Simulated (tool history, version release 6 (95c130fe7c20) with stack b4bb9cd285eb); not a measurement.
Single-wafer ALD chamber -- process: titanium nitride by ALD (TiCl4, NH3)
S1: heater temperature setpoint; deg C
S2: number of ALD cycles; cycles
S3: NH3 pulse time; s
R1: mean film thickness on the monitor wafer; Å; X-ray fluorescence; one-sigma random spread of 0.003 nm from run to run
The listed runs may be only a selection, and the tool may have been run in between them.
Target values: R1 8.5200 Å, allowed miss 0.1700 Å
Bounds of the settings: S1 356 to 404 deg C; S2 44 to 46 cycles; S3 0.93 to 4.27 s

| run | hour | S1 | S2 | S3 | R1 |
|---|---|---|---|---|---|
| 1 | 0.0 | 380 | 44 | 2.60 | 9.3510 |
| 2 | 2.5 | 376 | 44 | 2.32 | 9.2413 |
| 3 | 9.2 | 373 | 44 | 2.08 | 9.1051 |
| 4 | 10.5 | 373 | 44 | 2.08 | 9.1288 |
|  | 14.1 | thermocouple changed; heater temperature recalibrated |
| 5 | 14.1 | 373 | 46 | 2.08 | 9.4449 |
| 6 | 22.9 | 373 | 46 | 1.72 | 9.2441 |
| 7 | 27.4 | 373 | 46 | 1.63 | 9.1717 |
| 8 | 30.7 | 373 | 46 | 1.56 | 9.1300 |
| 9 | 39.7 | 373 | 46 | 1.51 | 9.0676 |

Below are 4 possible settings for the next run. Only one of them brings all results inside the allowed miss of their targets. Which is it?
| A | 48.7 | 368 | 44 | 1.34 | ? |
| B | 48.7 | 375 | 44 | 1.17 | ? |
| C | 48.7 | 368 | 44 | 1.46 | ? |
| D | 48.7 | 373 | 44 | 1.18 | ? |

| move | R1 |
|---|---|
| A | 8.3113 |
| B | 8.1759 |
| C | 8.4954 |
| D | 8.1328 |
A: carries the result that was furthest off beyond its target, to the other side
B: carries the result that was furthest off beyond its target, to the other side
C: all results land within tolerance of their targets
D: carries the result that was furthest off beyond its target, to the other side
Answer: C
